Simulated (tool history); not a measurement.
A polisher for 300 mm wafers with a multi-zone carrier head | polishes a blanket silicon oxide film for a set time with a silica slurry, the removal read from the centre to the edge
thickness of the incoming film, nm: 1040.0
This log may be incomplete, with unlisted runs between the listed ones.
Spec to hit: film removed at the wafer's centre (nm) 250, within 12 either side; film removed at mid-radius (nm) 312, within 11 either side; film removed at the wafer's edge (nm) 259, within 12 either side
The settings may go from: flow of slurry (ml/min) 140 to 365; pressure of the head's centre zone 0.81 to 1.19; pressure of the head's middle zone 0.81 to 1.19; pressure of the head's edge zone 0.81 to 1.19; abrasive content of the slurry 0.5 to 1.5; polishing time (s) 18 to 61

run,hour,flow of slurry (ml/min),pressure of the head's centre zone,pressure of the head's middle zone,pressure of the head's edge zone,abrasive content of the slurry,polishing time (s),film removed at the wafer's centre (nm),film removed at mid-radius (nm),film removed at the wafer's edge (nm)
1,0,235,1,1,1,1,39,215.6,220.31,211.64
2,8.2,235,1,0.92,1,1,39,221.58,212.24,215.84
3,15.2,245,0.98,0.98,0.99,1.1,39,227.15,225.39,223.9
4,19.2,245,0.98,1.02,0.99,1.1,39,234.85,240.28,221.1
5,24.1,245,0.89,1.02,0.99,1.1,39,210.34,237.54,221.38
6,25.2,250,0.88,1.06,1,1.15,39,211.78,244.44,228.18
7,26.5,250,0.87,1.09,0.98,1.2,39,217.12,259.54,231.99
8,34.1,275,0.91,1.19,1.02,1.4,39,235.55,300.02,245.01
9,40.4,275,0.91,1.19,1.02,1.45,39,243.71,303.21,242.54
10,46.4,275,0.9,1.19,1.03,1.45,39,231.12,303.46,248
11,54.1,275,0.91,1.18,1.03,1.45,39,240.51,293.5,243.55
12,56.6,275,0.9,1.18,1.03,1.45,39,235.43,299.04,248.47

4 candidate next runs follow, results not yet known. Just one meets every target within its allowed miss. Identify it.
A,59.1,325,0.9,1.16,0.94,1.5,41,?,?,?
B,59.1,275,0.81,1.09,1.05,1.4,40,?,?,?
C,59.1,265,0.82,1.12,1.06,1.45,41,?,?,?
D,59.1,275,0.81,1.08,1.14,1.5,38,?,?,?

move,film removed at the wafer's centre (nm),film removed at mid-radius (nm),film removed at the wafer's edge (nm)
A,255.34,317.65,259.07
B,220.27,283.54,256.14
C,229.74,299.75,265.72
D,213.81,273.05,257.53
A: every result lands within tolerance
B: further off than the last run
C: further off than the last run
D: further off than the last run
So the answer is move A, the one that meets all the targets.
